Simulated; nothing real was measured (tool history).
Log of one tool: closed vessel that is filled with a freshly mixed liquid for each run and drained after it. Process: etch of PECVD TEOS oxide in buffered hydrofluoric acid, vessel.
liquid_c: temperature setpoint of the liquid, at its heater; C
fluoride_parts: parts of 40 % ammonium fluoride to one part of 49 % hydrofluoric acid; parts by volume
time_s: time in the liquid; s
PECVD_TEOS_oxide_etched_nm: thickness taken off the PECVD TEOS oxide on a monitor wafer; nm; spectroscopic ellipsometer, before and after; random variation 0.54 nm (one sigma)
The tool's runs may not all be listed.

run,hour,liquid_c,fluoride_parts,time_s,PECVD_TEOS_oxide_etched_nm
1,0,24,19.5,90,77.548
2,7.3,25.5,19.5,90,83.056
3,16.2,25.5,19.5,95,87.907
4,20.3,25.5,17.5,95,99.641
5,28.5,25.5,17.5,95,97.165
6,36.2,28,17.5,95,112.42
7,39.6,25.5,18,95,96.571
8,43.9,23.5,18.5,95,82.499
9,45.9,22,18.5,95,76.958

Run 10 comes next. What will it give?
10,52,21,18.5,95,?

{"run 10": {"PECVD_TEOS_oxide_etched_nm": 72.736}}
